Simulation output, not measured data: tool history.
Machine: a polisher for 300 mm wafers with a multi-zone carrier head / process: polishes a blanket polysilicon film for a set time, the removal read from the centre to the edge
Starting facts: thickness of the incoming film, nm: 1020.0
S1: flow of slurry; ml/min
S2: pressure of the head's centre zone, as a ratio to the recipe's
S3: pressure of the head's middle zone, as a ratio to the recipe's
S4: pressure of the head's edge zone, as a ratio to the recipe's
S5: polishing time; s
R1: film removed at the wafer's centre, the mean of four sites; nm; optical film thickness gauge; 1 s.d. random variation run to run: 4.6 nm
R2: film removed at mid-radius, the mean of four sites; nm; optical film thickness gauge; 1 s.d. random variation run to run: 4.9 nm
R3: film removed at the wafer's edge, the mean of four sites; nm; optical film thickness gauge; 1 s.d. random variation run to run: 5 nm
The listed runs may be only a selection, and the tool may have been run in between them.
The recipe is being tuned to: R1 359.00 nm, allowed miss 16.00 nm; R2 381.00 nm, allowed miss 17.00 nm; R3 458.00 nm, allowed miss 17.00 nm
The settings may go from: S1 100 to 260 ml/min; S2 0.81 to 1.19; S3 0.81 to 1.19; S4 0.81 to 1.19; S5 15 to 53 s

Run 1, day 0.000: S1 165 ml/min, S2 1.00, S3 1.00, S4 1.00, S5 34 s. Result: R1 426.49 nm, R2 412.02 nm, R3 432.59 nm.
Run 2, day 0.217: S1 165 ml/min, S2 1.00, S3 1.00, S4 1.00, S5 26 s. Result: R1 328.61 nm, R2 311.99 nm, R3 328.07 nm.
Run 3, day 0.554: S1 170 ml/min, S2 0.97, S3 0.99, S4 1.05, S5 28 s. Result: R1 334.66 nm, R2 326.48 nm, R3 369.99 nm.
Run 4, day 0.658: S1 180 ml/min, S2 0.96, S3 1.01, S4 1.08, S5 29 s. Result: R1 349.43 nm, R2 353.04 nm, R3 390.37 nm.
Run 5, day 0.879: S1 190 ml/min, S2 0.95, S3 1.01, S4 1.11, S5 29 s. Result: R1 347.33 nm, R2 358.78 nm, R3 392.98 nm.
Run 6, day 0.958: S1 190 ml/min, S2 0.94, S3 1.00, S4 1.13, S5 30 s. Result: R1 359.42 nm, R2 366.96 nm, R3 413.16 nm.
Run 7, day 1.242: S1 190 ml/min, S2 0.92, S3 0.99, S4 1.15, S5 31 s. Result: R1 358.14 nm, R2 390.34 nm, R3 428.98 nm.
Run 8, day 1.608: S1 185 ml/min, S2 0.92, S3 0.95, S4 1.16, S5 31 s. Result: R1 365.07 nm, R2 368.06 nm, R3 432.42 nm.
Run 9, day 1.883: S1 185 ml/min, S2 0.91, S3 0.94, S4 1.17, S5 31 s. Result: R1 361.65 nm, R2 360.78 nm, R3 429.26 nm.
Run 10, day 2.225: S1 185 ml/min, S2 0.89, S3 0.94, S4 1.18, S5 31 s. Result: R1 351.67 nm, R2 364.34 nm, R3 434.26 nm.
Run 11, day 2.471: S1 185 ml/min, S2 0.88, S3 0.94, S4 1.18, S5 31 s. Result: R1 346.11 nm, R2 361.41 nm, R3 440.19 nm.
Run 12, day 2.750: S1 190 ml/min, S2 0.88, S3 0.94, S4 1.18, S5 31 s. Result: R1 350.53 nm, R2 368.85 nm, R3 435.79 nm.
Run 13, day 3.033: S1 190 ml/min, S2 0.87, S3 0.94, S4 1.18, S5 31 s. Result: R1 335.93 nm, R2 366.82 nm, R3 437.84 nm.

Exactly one of the 4 candidate moves below puts every result within its allowed miss. Which one?
Run A, day 3.317: S1 205 ml/min, S2 0.90, S3 0.98, S4 1.18, S5 30 s. Result: R1 ?, R2 ?, R3 ?.
Run B, day 3.317: S1 150 ml/min, S2 1.02, S3 1.11, S4 1.11, S5 29 s. Result: R1 ?, R2 ?, R3 ?.
Run C, day 3.317: S1 205 ml/min, S2 0.85, S3 0.91, S4 1.16, S5 33 s. Result: R1 ?, R2 ?, R3 ?.
Run D, day 3.317: S1 190 ml/min, S2 0.86, S3 0.94, S4 1.16, S5 30 s. Result: R1 ?, R2 ?, R3 ?.

move      R1      R2      R3
   A  354.48  370.01  417.06
   B  365.48  375.27  374.42
   C  367.90  383.00  455.12
   D  334.07  353.36  409.99
A: brings the result that was furthest off to its target, and leaves another outside
B: brings the result that was furthest off to its target, and leaves another outside
C: meets every target
D: misses by more than the last run did
The right move is C.
